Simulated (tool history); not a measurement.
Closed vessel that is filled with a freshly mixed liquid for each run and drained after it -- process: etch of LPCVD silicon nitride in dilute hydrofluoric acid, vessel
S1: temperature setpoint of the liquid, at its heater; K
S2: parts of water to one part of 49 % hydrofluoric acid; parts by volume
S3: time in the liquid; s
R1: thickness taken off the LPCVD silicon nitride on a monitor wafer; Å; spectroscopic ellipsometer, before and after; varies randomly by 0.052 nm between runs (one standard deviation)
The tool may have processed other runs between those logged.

Run 1, hour 0: S1 295.15 K, S2 110 parts by volume, S3 2875 s. Result: R1 112.18 Å.
Run 2, hour 9.6: S1 293.65 K, S2 110 parts by volume, S3 2875 s. Result: R1 102.32 Å.
Run 3, hour 12.4: S1 293.65 K, S2 110 parts by volume, S3 3080 s. Result: R1 109.2 Å.
Run 4, hour 18.5: S1 293.65 K, S2 85 parts by volume, S3 3080 s. Result: R1 142.64 Å.
Run 5, hour 26.8: S1 292.65 K, S2 100 parts by volume, S3 3080 s. Result: R1 111.05 Å.
Run 6, hour 34.7: S1 291.65 K, S2 105 parts by volume, S3 3080 s. Result: R1 99.797 Å.
Run 7, hour 43.5: S1 291.15 K, S2 110 parts by volume, S3 3080 s. Result: R1 93.242 Å.

The next listed run, before its measurement:
Run 8, hour 52.8: S1 290.65 K, S2 115 parts by volume, S3 3080 s. Result: R1 ?.

Run 8 came out at R1 85.671 Å.
